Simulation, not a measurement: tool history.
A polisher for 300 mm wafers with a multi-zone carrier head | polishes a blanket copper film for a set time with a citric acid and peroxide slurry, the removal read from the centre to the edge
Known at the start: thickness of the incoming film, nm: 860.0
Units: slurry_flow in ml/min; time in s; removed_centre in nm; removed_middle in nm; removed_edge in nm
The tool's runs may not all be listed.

run    day  slurry_flow  centre_zone  middle_zone  edge_zone  slurry_solids  time  removed_centre  removed_middle  removed_edge
  1      0          320            1            1          1              1    83          155.13          150.16        142.84
  2  0.371          315         1.01         0.98          1              1    83          159.38          146.52        141.67
  3  0.588          310         1.01         0.96       1.01              1    83          157.68          145.24        145.27
  4  0.842          305         1.01         0.94          1              1    83          156.12          142.43        140.47
     1.142  -- centre zone pressure recalibrated
  5  1.142          300         1.01         0.92       1.01              1    83          144.15          137.44        142.01
  6   1.45          300         1.01         0.92       1.01              1   100          174.84           164.4        170.81

The next listed run, before its measurement:
  7  1.558          300         1.02          0.9          1            0.9    99               ?               ?             ?

{"run 7": {"removed_centre": 168.38, "removed_middle": 156.78, "removed_edge": 164.72}}
